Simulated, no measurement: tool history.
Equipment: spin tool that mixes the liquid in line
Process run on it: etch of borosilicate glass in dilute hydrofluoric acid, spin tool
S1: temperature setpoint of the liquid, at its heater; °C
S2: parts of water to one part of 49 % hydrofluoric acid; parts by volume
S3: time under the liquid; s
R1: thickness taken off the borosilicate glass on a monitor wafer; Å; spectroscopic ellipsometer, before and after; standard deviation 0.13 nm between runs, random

{"run": 1, "hour": 0.0, "S1": 20.0, "S2": 150, "S3": 150, "R1": 237.26}
{"run": 2, "hour": 6.0, "S1": 19.5, "S2": 150, "S3": 150, "R1": 233.67}
{"run": 3, "hour": 11.7, "S1": 18.0, "S2": 160, "S3": 150, "R1": 203.88}
{"run": 4, "hour": 13.0, "S1": 18.0, "S2": 195, "S3": 150, "R1": 159.48}
{"run": 5, "hour": 21.9, "S1": 18.0, "S2": 225, "S3": 150, "R1": 134.71}
{"run": 6, "hour": 28.4, "S1": 19.0, "S2": 225, "S3": 150, "R1": 141.87}

Forecast run 7:
{"run": 7, "hour": 35.4, "S1": 23.0, "S2": 225, "S3": 150, "R1": "?"}

{"run 7": {"R1": 164.63}}

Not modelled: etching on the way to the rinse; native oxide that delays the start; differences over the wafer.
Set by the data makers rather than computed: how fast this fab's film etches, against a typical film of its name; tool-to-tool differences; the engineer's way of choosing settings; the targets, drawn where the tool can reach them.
